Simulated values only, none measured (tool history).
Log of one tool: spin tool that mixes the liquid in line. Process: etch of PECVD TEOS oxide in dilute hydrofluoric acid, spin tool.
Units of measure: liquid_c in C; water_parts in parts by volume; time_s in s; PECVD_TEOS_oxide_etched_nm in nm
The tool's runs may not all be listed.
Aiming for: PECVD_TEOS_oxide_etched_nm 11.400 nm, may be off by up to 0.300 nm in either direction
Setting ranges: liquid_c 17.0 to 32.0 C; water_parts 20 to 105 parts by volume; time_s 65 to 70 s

run	hour	liquid_c	water_parts	time_s	PECVD_TEOS_oxide_etched_nm
1	0.0	24.0	55	65	20.172
2	2.3	27.0	55	65	22.780
3	11.3	27.0	55	70	24.703
4	13.9	25.5	60	70	21.207
5	16.1	24.5	60	70	20.214
6	22.5	27.0	60	70	22.326
7	27.7	25.5	60	70	20.959
8	35.9	21.5	75	70	14.085

Which of these 4 next moves meets every target?
A	44.1	26.0	80	70	?
B	44.1	19.5	85	70	?
C	44.1	21.0	85	70	?
D	44.1	22.0	80	65	?

move	PECVD_TEOS_oxide_etched_nm
A	15.726
B	11.300
C	12.024
D	12.433
A: further off than the last run
B: every result within its allowed miss
C: an improvement on the last run, though not all results are within tolerance
D: an improvement on the last run, though not all results are within tolerance
Go with B: it meets all targets.

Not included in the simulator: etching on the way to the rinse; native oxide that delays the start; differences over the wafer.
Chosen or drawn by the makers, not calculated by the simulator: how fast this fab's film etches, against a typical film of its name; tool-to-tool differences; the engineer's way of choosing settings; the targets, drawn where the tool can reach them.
